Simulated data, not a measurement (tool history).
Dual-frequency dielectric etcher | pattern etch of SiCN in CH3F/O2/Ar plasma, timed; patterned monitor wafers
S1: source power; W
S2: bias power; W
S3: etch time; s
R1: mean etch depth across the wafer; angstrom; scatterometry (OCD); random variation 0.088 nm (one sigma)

run    day   S1  S2  S3      R1
  1  0.000  470  90  42  176.48
  2  0.304  510  91  42  187.06
  3  0.512  510  80  42  180.83
  4  0.692  510  80  42  181.43
  5  0.992  510  95  42  186.69
  6  1.225  470  95  42  177.49
  7  1.425  470  95  42  178.14
  8  1.508  490  96  42  183.74
  9  1.858  510  96  42  186.81
 10  1.883  510  96  42  187.37

Forecast run 11:
 11  2.171  520  96  42   ?

{"run 11": {"R1": 189.18}}
